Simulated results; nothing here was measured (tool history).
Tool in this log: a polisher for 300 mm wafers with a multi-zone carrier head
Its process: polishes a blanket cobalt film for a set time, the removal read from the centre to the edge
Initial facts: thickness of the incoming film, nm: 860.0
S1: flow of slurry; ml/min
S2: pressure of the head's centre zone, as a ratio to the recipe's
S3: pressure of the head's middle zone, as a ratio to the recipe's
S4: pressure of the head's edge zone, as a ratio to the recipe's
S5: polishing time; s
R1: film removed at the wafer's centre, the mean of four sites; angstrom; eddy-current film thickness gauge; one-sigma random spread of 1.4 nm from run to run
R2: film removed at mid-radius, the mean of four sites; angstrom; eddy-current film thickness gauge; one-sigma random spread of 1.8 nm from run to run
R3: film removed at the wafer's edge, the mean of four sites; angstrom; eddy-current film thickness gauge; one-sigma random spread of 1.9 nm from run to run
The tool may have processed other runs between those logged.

run,hour,S1,S2,S3,S4,S5,R1,R2,R3
1,0.0,220,1.00,1.00,1.00,48,2532.6,2470.4,2522.2
2,6.8,195,1.00,1.00,1.00,48,2497.3,2419.5,2492.5
3,9.9,195,1.00,1.00,1.00,59,3105.5,2878.0,3045.4
4,12.5,175,0.98,0.96,0.93,46,2245.7,2201.8,2215.8
5,17.8,165,0.97,0.92,0.90,39,1880.3,1753.6,1917.2
6,26.4,165,0.97,0.88,0.90,39,1884.2,1757.4,1832.5
7,30.4,190,0.93,0.86,0.87,34,1589.7,1505.5,1645.8

For run 8, what comes out?
8,31.9,180,0.94,0.92,0.85,30,?,?,?

{"run 8": {"R1": 1429.7, "R2": 1416.8, "R3": 1433.1}}
